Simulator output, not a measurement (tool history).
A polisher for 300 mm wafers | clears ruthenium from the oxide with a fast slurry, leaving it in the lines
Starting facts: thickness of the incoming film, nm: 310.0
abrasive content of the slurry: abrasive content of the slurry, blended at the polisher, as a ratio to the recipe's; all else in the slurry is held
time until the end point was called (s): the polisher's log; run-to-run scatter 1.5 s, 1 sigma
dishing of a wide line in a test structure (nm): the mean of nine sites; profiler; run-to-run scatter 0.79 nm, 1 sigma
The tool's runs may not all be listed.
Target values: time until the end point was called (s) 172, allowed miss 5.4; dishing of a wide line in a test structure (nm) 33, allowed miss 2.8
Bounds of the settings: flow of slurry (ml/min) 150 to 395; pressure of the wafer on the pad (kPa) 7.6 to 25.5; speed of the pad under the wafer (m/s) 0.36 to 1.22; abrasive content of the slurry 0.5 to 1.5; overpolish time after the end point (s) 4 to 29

run	hour	flow of slurry (ml/min)	pressure of the wafer on the pad (kPa)	speed of the pad under the wafer (m/s)	abrasive content of the slurry	overpolish time after the end point (s)	time until the end point was called (s)	dishing of a wide line in a test structure (nm)
1	0	250	16.5	0.78	1	15	126.73	27.325
2	8.3	250	16.5	0.78	1	11	129	21.325
3	17.2	225	16.5	0.78	1	11	131.72	20.251
4	21.4	220	15.9	0.78	1	13	136.83	23.504
5	22.4	220	15.9	0.78	0.9	13	146.08	20.717
6	29	220	15.9	0.78	0.9	16	141.94	26.428
7	30.6	215	15.2	0.78	0.9	17	150.76	27.049
8	36.9	210	15.2	0.78	0.9	18	154.91	27.735
9	37.8	205	15.2	0.78	0.9	19	155.66	29.013
10	46.6	200	15.2	0.78	0.9	19	154.36	28.332
11	48.6	195	15.2	0.78	0.9	20	152.66	28.563
12	52.8	195	15.2	0.78	0.9	21	150.2	30.533

5 candidate next runs follow, results not yet known. Just one meets every target within its allowed miss. Identify it.
A	57	150	15.9	0.78	0.9	19	?	?
B	57	185	13.8	0.8	0.8	21	?	?
C	57	210	11.7	0.84	1	25	?	?
D	57	210	12.4	0.78	1	20	?	?
E	57	220	16.5	0.8	0.9	20	?	?

move	time until the end point was called (s)	dishing of a wide line in a test structure (nm)
A	155.58	28.504
B	179.2	27.584
C	172.3	32.571
D	175.28	27
E	136.38	32.833
A: closes in on the targets versus the last run, not all within tolerance yet
B: moves the result that the last run missed by most past its target, out the other side
C: every result within its allowed miss
D: meets the target for the result that was furthest off, but another lies outside its allowed miss
E: lands further from the targets than the last run did
So the answer is move C, the one that meets all the targets.

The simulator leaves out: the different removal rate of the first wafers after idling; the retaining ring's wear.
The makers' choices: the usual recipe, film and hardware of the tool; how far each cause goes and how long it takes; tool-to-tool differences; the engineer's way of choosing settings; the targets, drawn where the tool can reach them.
